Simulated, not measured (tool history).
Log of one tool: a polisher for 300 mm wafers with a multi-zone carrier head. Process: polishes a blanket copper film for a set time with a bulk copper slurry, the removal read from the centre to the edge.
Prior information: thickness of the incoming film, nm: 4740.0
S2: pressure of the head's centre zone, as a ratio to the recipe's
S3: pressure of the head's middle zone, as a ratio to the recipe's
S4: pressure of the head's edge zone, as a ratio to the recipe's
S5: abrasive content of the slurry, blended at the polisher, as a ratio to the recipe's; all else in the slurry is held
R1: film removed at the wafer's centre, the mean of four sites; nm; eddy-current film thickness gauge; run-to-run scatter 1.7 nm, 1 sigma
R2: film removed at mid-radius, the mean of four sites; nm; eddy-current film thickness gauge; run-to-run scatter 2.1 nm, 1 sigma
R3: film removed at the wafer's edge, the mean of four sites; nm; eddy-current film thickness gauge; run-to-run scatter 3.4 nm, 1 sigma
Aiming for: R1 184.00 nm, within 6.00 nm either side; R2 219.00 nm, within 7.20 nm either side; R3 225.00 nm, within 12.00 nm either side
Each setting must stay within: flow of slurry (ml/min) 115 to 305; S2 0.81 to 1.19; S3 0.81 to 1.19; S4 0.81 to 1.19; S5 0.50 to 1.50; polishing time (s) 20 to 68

Run 1, hour 0.0: flow of slurry (ml/min) 195, S2 1.00, S3 1.00, S4 1.00, S5 1.00, polishing time (s) 44. Result: R1 232.26 nm, R2 233.72 nm, R3 227.08 nm.
Run 2, hour 7.7: flow of slurry (ml/min) 195, S2 1.00, S3 1.00, S4 1.00, S5 1.10, polishing time (s) 44. Result: R1 240.16 nm, R2 242.63 nm, R3 243.16 nm.
Run 3, hour 13.7: flow of slurry (ml/min) 230, S2 1.00, S3 1.00, S4 1.00, S5 1.10, polishing time (s) 44. Result: R1 246.26 nm, R2 246.46 nm, R3 245.93 nm.
Run 4, hour 17.0: flow of slurry (ml/min) 220, S2 0.97, S3 0.99, S4 1.00, S5 1.10, polishing time (s) 44. Result: R1 235.44 nm, R2 246.01 nm, R3 246.34 nm.
Run 5, hour 20.3: flow of slurry (ml/min) 210, S2 0.95, S3 0.98, S4 1.00, S5 1.10, polishing time (s) 44. Result: R1 229.96 nm, R2 241.71 nm, R3 245.18 nm.
Run 6, hour 26.0: flow of slurry (ml/min) 205, S2 0.93, S3 0.97, S4 1.00, S5 1.10, polishing time (s) 44. Result: R1 220.69 nm, R2 233.41 nm, R3 249.64 nm.
Run 7, hour 33.9: flow of slurry (ml/min) 200, S2 0.92, S3 0.98, S4 0.99, S5 1.05, polishing time (s) 44. Result: R1 219.13 nm, R2 238.07 nm, R3 239.85 nm.
Run 8, hour 35.2: flow of slurry (ml/min) 200, S2 0.92, S3 0.98, S4 0.99, S5 1.05, polishing time (s) 44. Result: R1 215.81 nm, R2 239.97 nm, R3 234.18 nm.
Run 9, hour 38.0: flow of slurry (ml/min) 195, S2 0.91, S3 0.97, S4 0.99, S5 1.05, polishing time (s) 44. Result: R1 211.78 nm, R2 235.67 nm, R3 241.56 nm.
Run 10, hour 40.5: flow of slurry (ml/min) 190, S2 0.90, S3 0.96, S4 0.99, S5 1.05, polishing time (s) 44. Result: R1 210.08 nm, R2 231.46 nm, R3 235.89 nm.
Run 11, hour 47.3: flow of slurry (ml/min) 185, S2 0.89, S3 0.96, S4 0.99, S5 1.05, polishing time (s) 44. Result: R1 210.53 nm, R2 230.97 nm, R3 234.92 nm.
Run 12, hour 52.2: flow of slurry (ml/min) 185, S2 0.88, S3 0.96, S4 1.00, S5 1.05, polishing time (s) 44. Result: R1 205.23 nm, R2 235.43 nm, R3 234.04 nm.
Run 13, hour 59.5: flow of slurry (ml/min) 180, S2 0.87, S3 0.95, S4 1.00, S5 1.05, polishing time (s) 44. Result: R1 203.13 nm, R2 226.16 nm, R3 235.65 nm.
Run 14, hour 60.1: flow of slurry (ml/min) 140, S2 0.81, S3 0.99, S4 0.96, S5 1.00, polishing time (s) 44. Result: R1 176.41 nm, R2 218.33 nm, R3 222.89 nm.

Which single option among these 4 for the next run brings every result within its allowed miss of target? Just one does.
Run A, hour 60.7: flow of slurry (ml/min) 130, S2 0.81, S3 0.97, S4 0.97, S5 1.25, polishing time (s) 42. Result: R1 ?, R2 ?, R3 ?.
Run B, hour 60.7: flow of slurry (ml/min) 125, S2 0.83, S3 0.93, S4 0.92, S5 1.00, polishing time (s) 47. Result: R1 ?, R2 ?, R3 ?.
Run C, hour 60.7: flow of slurry (ml/min) 180, S2 0.83, S3 1.08, S4 1.00, S5 1.15, polishing time (s) 41. Result: R1 ?, R2 ?, R3 ?.
Run D, hour 60.7: flow of slurry (ml/min) 115, S2 0.81, S3 0.98, S4 0.97, S5 1.10, polishing time (s) 45. Result: R1 ?, R2 ?, R3 ?.

move      R1      R2      R3
   A  174.89  214.14  225.01
   B  186.23  217.36  229.21
   C  185.06  233.70  228.65
   D  173.97  215.38  227.26
A: the biggest miss grows against the last run
B: hits every target within its allowed miss
C: the furthest-off result lands on target, but another misses its tolerance
D: the biggest miss grows against the last run
Go with B: it meets all targets.

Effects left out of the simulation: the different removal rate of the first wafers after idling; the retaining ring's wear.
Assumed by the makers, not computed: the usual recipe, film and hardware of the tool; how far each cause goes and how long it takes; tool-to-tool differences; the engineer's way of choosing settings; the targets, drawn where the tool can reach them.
